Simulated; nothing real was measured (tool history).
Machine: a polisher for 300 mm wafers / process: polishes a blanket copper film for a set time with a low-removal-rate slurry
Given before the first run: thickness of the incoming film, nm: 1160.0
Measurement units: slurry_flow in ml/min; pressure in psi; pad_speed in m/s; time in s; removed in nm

run 1 hour=0.0 | slurry_flow=220 pressure=3.1 pad_speed=1.22 slurry_solids=1.0 time=50 | removed=186.24
run 2 hour=7.7 | slurry_flow=220 pressure=3.1 pad_speed=1.22 slurry_solids=1.0 time=50 | removed=182.43
run 3 hour=10.0 | slurry_flow=220 pressure=3.0 pad_speed=1.22 slurry_solids=1.0 time=50 | removed=177.13
run 4 hour=16.7 | slurry_flow=240 pressure=3.0 pad_speed=1.22 slurry_solids=1.0 time=50 | removed=182.19
run 5 hour=20.0 | slurry_flow=235 pressure=2.9 pad_speed=1.22 slurry_solids=1.0 time=50 | removed=175.50
run 6 hour=21.6 | slurry_flow=230 pressure=2.8 pad_speed=1.22 slurry_solids=1.0 time=50 | removed=169.63
run 7 hour=29.6 | slurry_flow=230 pressure=2.8 pad_speed=1.22 slurry_solids=1.0 time=50 | removed=166.37

For run 8, what comes out?
run 8 hour=32.6 | slurry_flow=225 pressure=2.7 pad_speed=1.22 slurry_solids=1.0 time=50 | removed=?

For run 8 the tool returned removed 164.14 nm.
